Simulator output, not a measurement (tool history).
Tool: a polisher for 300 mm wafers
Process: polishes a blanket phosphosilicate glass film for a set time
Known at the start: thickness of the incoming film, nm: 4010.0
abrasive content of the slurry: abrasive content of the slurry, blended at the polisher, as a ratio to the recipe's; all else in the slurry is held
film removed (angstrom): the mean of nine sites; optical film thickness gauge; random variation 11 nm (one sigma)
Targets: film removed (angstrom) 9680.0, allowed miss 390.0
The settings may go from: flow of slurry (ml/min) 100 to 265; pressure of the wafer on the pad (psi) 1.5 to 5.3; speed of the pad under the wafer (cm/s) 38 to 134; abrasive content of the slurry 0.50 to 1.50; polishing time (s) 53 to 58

run    day  flow of slurry (ml/min)  pressure of the wafer on the pad (psi)  speed of the pad under the wafer (cm/s)  abrasive content of the slurry  polishing time (s)  film removed (angstrom)
  1  0.000                      170                                     3.4                                       86                            1.00                  58                   5634.1
  2  0.100                      170                                     3.4                                       86                            0.85                  58                   5288.6
  3  0.454                      170                                     3.4                                       86                            0.85                  53                   4874.2
  4  0.717                      170                                     3.4                                       86                            0.85                  53                   4781.9
  5  1.054                      170                                     3.9                                       90                            0.85                  53                   5745.4
  6  1.233                      170                                     4.2                                       94                            0.85                  53                   6424.7
  7  1.554                      180                                     5.2                                      106                            0.85                  53                   8644.6
  8  1.888                      180                                     5.2                                      108                            0.85                  53                   9138.2
  9  2.196                      180                                     5.3                                      110                            0.85                  53                   9083.9

Which of these 4 next moves meets every target?
  A  2.504                      175                                     4.9                                      100                            0.95                  54                        ?
  B  2.504                      180                                     5.3                                      112                            0.80                  56                        ?
  C  2.504                      155                                     5.3                                      102                            0.90                  53                        ?
  D  2.504                      200                                     5.0                                      104                            0.85                  55                        ?

move  film removed (angstrom)
   A                   8320.8
   B                   9773.1
   C                   8707.8
   D                   8782.6
A: further off than the last run
B: meets every target
C: further off than the last run
D: further off than the last run
Answer: B
